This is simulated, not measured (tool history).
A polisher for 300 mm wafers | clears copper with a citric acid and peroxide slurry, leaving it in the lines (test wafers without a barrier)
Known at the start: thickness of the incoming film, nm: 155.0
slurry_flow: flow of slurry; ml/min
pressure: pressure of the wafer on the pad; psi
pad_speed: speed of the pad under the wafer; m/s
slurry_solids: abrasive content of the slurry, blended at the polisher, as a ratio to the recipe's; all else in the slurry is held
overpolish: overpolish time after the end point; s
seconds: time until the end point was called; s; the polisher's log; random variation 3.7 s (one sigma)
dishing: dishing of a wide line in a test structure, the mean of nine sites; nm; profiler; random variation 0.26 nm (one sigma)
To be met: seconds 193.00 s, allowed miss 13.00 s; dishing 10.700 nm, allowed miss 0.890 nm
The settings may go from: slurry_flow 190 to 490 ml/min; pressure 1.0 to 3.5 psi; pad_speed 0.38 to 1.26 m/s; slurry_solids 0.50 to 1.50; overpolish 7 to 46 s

run 1 hour=0.0 | slurry_flow=315 pressure=2.2 pad_speed=0.82 slurry_solids=1.00 overpolish=24 | seconds=130.35 dishing=19.535
run 2 hour=1.0 | slurry_flow=315 pressure=2.2 pad_speed=0.82 slurry_solids=1.00 overpolish=17 | seconds=130.21 dishing=14.535
run 3 hour=5.5 | slurry_flow=315 pressure=2.2 pad_speed=0.90 slurry_solids=1.00 overpolish=17 | seconds=123.35 dishing=15.271
run 4 hour=9.3 | slurry_flow=315 pressure=2.0 pad_speed=0.90 slurry_solids=1.00 overpolish=17 | seconds=134.92 dishing=13.955
run 5 hour=17.6 | slurry_flow=315 pressure=1.9 pad_speed=0.90 slurry_solids=1.00 overpolish=17 | seconds=141.54 dishing=13.081
run 6 hour=25.4 | slurry_flow=315 pressure=1.6 pad_speed=0.90 slurry_solids=1.00 overpolish=17 | seconds=162.58 dishing=11.932
run 7 hour=28.1 | slurry_flow=315 pressure=1.5 pad_speed=0.90 slurry_solids=1.00 overpolish=17 | seconds=174.53 dishing=10.447
run 8 hour=29.6 | slurry_flow=315 pressure=1.5 pad_speed=0.90 slurry_solids=1.00 overpolish=18 | seconds=172.45 dishing=11.453

5 next moves are on the table. One of them brings every result within its allowed miss. Which?
run A hour=31.1 | slurry_flow=305 pressure=1.6 pad_speed=0.88 slurry_solids=1.05 overpolish=16 | seconds=? dishing=?
run B hour=31.1 | slurry_flow=315 pressure=1.3 pad_speed=0.96 slurry_solids=1.00 overpolish=18 | seconds=? dishing=?
run C hour=31.1 | slurry_flow=330 pressure=1.8 pad_speed=0.84 slurry_solids=0.75 overpolish=21 | seconds=? dishing=?
run D hour=31.1 | slurry_flow=310 pressure=1.9 pad_speed=0.78 slurry_solids=1.05 overpolish=16 | seconds=? dishing=?
run E hour=31.1 | slurry_flow=325 pressure=1.6 pad_speed=0.96 slurry_solids=1.05 overpolish=16 | seconds=? dishing=?

move=A seconds=168.27 dishing=10.818
move=B seconds=190.73 dishing=10.667
move=C seconds=171.14 dishing=13.773
move=D seconds=159.77 dishing=11.419
move=E seconds=154.11 dishing=11.742
A: further off than the last run
B: meets every target
C: further off than the last run
D: further off than the last run
E: further off than the last run
Move B is the one to make.
